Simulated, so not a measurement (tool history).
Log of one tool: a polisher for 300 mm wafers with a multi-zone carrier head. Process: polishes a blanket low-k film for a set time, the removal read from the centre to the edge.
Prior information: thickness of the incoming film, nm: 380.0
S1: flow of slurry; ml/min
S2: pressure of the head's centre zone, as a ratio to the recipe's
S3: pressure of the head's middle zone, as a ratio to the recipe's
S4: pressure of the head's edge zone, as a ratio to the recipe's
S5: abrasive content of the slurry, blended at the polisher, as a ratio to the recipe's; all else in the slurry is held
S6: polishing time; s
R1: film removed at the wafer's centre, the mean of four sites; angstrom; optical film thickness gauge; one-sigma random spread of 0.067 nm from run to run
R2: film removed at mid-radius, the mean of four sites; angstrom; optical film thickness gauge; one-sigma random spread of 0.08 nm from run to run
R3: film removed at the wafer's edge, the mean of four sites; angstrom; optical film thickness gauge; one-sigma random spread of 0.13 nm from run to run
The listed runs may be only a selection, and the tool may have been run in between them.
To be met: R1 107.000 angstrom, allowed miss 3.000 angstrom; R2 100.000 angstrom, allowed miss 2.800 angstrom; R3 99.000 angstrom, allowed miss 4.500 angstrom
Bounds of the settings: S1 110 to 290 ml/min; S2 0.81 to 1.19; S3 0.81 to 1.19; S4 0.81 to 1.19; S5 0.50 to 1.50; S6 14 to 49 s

run 1 hour=0.0 | S1=185 S2=1.00 S3=1.00 S4=1.00 S5=1.00 S6=31 | R1=87.748 R2=89.269 R3=87.170
run 2 hour=2.7 | S1=190 S2=1.01 S3=1.00 S4=1.01 S5=1.00 S6=31 | R1=90.553 R2=90.309 R3=85.007
run 3 hour=3.7 | S1=220 S2=1.01 S3=1.00 S4=1.01 S5=1.00 S6=31 | R1=90.695 R2=93.172 R3=87.064
run 4 hour=9.9 | S1=220 S2=1.01 S3=1.00 S4=1.01 S5=0.80 S6=31 | R1=82.772 R2=84.344 R3=81.112
run 5 hour=17.8 | S1=220 S2=1.01 S3=1.00 S4=1.09 S5=0.80 S6=31 | R1=82.762 R2=83.472 R3=80.262
run 6 hour=25.8 | S1=220 S2=1.01 S3=1.00 S4=1.09 S5=0.80 S6=24 | R1=64.164 R2=64.238 R3=63.111
run 7 hour=31.7 | S1=215 S2=1.01 S3=0.99 S4=1.09 S5=0.90 S6=25 | R1=69.691 R2=70.132 R3=70.692
run 8 hour=35.9 | S1=220 S2=1.02 S3=0.99 S4=1.09 S5=0.95 S6=25 | R1=73.491 R2=73.200 R3=70.910
run 9 hour=37.4 | S1=215 S2=1.02 S3=0.98 S4=1.09 S5=1.00 S6=25 | R1=73.982 R2=74.016 R3=73.569
run 10 hour=44.8 | S1=215 S2=1.03 S3=0.98 S4=1.09 S5=1.05 S6=25 | R1=75.813 R2=74.494 R3=75.122
run 11 hour=50.7 | S1=255 S2=1.13 S3=1.08 S4=1.17 S5=1.30 S6=26 | R1=97.396 R2=92.397 R3=87.637

5 next moves are on the table. One of them brings every result within its allowed miss. Which?
run A hour=56.6 | S1=245 S2=0.88 S3=0.95 S4=1.19 S5=1.40 S6=30 | R1=? R2=? R3=?
run B hour=56.6 | S1=255 S2=1.19 S3=0.93 S4=1.17 S5=1.40 S6=27 | R1=? R2=? R3=?
run C hour=56.6 | S1=230 S2=1.13 S3=1.05 S4=1.19 S5=0.95 S6=33 | R1=? R2=? R3=?
run D hour=56.6 | S1=235 S2=1.07 S3=1.05 S4=1.05 S5=1.25 S6=31 | R1=? R2=? R3=?
run E hour=56.6 | S1=210 S2=1.04 S3=1.01 S4=1.19 S5=1.30 S6=32 | R1=? R2=? R3=?

move=A R1=89.013 R2=100.160 R3=106.870
move=B R1=109.150 R2=89.040 R3=95.734
move=C R1=106.540 R2=100.270 R3=99.534
move=D R1=106.730 R2=106.140 R3=98.955
move=E R1=106.810 R2=106.390 R3=109.090
A: lands further from the targets than the last run did
B: corrects the largest miss of the last run, while another result sits out of spec
C: each result inside its tolerance
D: corrects the largest miss of the last run, while another result sits out of spec
E: corrects the largest miss of the last run, while another result sits out of spec
So the answer is move C, the one that meets all the targets.

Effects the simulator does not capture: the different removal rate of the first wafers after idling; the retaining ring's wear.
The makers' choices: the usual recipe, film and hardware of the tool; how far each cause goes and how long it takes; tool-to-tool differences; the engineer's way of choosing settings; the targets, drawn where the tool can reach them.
